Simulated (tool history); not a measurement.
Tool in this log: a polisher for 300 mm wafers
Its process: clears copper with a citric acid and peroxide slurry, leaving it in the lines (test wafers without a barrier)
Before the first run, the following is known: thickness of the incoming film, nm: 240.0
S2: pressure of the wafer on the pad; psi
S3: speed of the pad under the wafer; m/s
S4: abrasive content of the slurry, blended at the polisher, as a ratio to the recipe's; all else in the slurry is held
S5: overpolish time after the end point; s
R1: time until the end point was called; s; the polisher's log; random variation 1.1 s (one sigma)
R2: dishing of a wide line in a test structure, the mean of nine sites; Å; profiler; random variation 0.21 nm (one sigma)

Run 1, hour 0: flow of slurry (ml/min) 170, S2 2.4 psi, S3 1.02 m/s, S4 1, S5 17 s. Result: R1 130.42 s, R2 235.78 Å.
Run 2, hour 8.7: flow of slurry (ml/min) 170, S2 2.5 psi, S3 1.04 m/s, S4 1, S5 16 s. Result: R1 121.73 s, R2 228.01 Å.
Run 3, hour 13: flow of slurry (ml/min) 145, S2 2.5 psi, S3 1.04 m/s, S4 1, S5 16 s. Result: R1 121.52 s, R2 215.54 Å.
Run 4, hour 16.1: flow of slurry (ml/min) 140, S2 2.6 psi, S3 1.04 m/s, S4 1, S5 15 s. Result: R1 120.54 s, R2 214.48 Å.
Run 5, hour 17.4: flow of slurry (ml/min) 135, S2 2.6 psi, S3 1.08 m/s, S4 0.95, S5 14 s. Result: R1 119.92 s, R2 205.92 Å.
Run 6, hour 19.3: flow of slurry (ml/min) 130, S2 2.7 psi, S3 1.08 m/s, S4 1, S5 13 s. Result: R1 112.71 s, R2 204.48 Å.
Run 7, hour 27.7: flow of slurry (ml/min) 125, S2 2.7 psi, S3 1.08 m/s, S4 1.05, S5 12 s. Result: R1 114.13 s, R2 181.58 Å.
Run 8, hour 34.1: flow of slurry (ml/min) 175, S2 3.3 psi, S3 1.1 m/s, S4 1.3, S5 5 s. Result: R1 81.179 s, R2 110.25 Å.
Run 9, hour 36.9: flow of slurry (ml/min) 170, S2 3.3 psi, S3 1.1 m/s, S4 1.25, S5 5 s. Result: R1 82.283 s, R2 111.4 Å.
Run 10, hour 41.8: flow of slurry (ml/min) 135, S2 3.4 psi, S3 1.1 m/s, S4 1.1, S5 11 s. Result: R1 85.955 s, R2 220.87 Å.
Run 11, hour 43.7: flow of slurry (ml/min) 140, S2 3.4 psi, S3 1.1 m/s, S4 1.15, S5 11 s. Result: R1 85.002 s, R2 226.57 Å.
Run 12, hour 51.5: flow of slurry (ml/min) 150, S2 3.4 psi, S3 1.1 m/s, S4 1.2, S5 11 s. Result: R1 80.088 s, R2 227.18 Å.
Run 13, hour 52.1: flow of slurry (ml/min) 155, S2 3.4 psi, S3 1.1 m/s, S4 1.2, S5 11 s. Result: R1 81.457 s, R2 230.88 Å.
Run 14, hour 56.3: flow of slurry (ml/min) 160, S2 3.4 psi, S3 1.1 m/s, S4 1.2, S5 11 s. Result: R1 80.913 s, R2 232.89 Å.
Run 15, hour 64.1: flow of slurry (ml/min) 160, S2 3.4 psi, S3 1.1 m/s, S4 1.2, S5 11 s. Result: R1 80.732 s, R2 226.42 Å.
Run 16, hour 66: flow of slurry (ml/min) 180, S2 3.1 psi, S3 1.12 m/s, S4 1.2, S5 5 s. Result: R1 83.229 s, R2 104.49 Å.
Run 17, hour 68.2: flow of slurry (ml/min) 175, S2 3.1 psi, S3 1.12 m/s, S4 1.2, S5 5 s. Result: R1 86.937 s, R2 103.88 Å.
Run 18, hour 71.7: flow of slurry (ml/min) 170, S2 3.1 psi, S3 1.12 m/s, S4 1.2, S5 5 s. Result: R1 86.994 s, R2 102.52 Å.

Run 19, settings as shown, results not yet in. Your forecast:
Run 19, hour 78.3: flow of slurry (ml/min) 165, S2 3.1 psi, S3 1.12 m/s, S4 1.2, S5 5 s. Result: R1 ?, R2 ?.

Run 19 measured R1 86.784 s, R2 104.56 Å.
